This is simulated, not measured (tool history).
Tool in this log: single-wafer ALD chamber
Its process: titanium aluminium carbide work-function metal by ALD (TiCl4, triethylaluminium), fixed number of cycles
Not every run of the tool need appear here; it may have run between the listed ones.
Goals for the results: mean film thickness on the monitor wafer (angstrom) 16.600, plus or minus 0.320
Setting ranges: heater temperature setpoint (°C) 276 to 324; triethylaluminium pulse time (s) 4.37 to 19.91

run	hour	heater temperature setpoint (°C)	triethylaluminium pulse time (s)	mean film thickness on the monitor wafer (angstrom)
1	0.0	300	12.14	19.804
2	2.3	300	14.61	19.879
3	10.5	300	16.27	19.978
4	19.4	295	16.27	19.524
5	23.2	291	13.88	19.206
6	24.5	288	11.97	18.819
7	33.3	286	10.45	18.433
8	37.2	284	9.23	17.941
9	38.5	282	8.26	17.573
10	47.1	281	7.61	17.113

Pick the move, out of 5, that brings all results within their allowed miss; only one does.
A	55.7	285	6.21	?
B	55.7	276	5.88	?
C	55.7	281	7.74	?
D	55.7	276	9.95	?
E	55.7	280	7.57	?

move	mean film thickness on the monitor wafer (angstrom)
A	16.776
B	15.906
C	17.363
D	17.655
E	17.215
A: meets every target
B: pushes the last run's worst result past its target
C: its largest miss is bigger than the last run's
D: its largest miss is bigger than the last run's
E: its largest miss is bigger than the last run's
Correct choice: A, which meets every target

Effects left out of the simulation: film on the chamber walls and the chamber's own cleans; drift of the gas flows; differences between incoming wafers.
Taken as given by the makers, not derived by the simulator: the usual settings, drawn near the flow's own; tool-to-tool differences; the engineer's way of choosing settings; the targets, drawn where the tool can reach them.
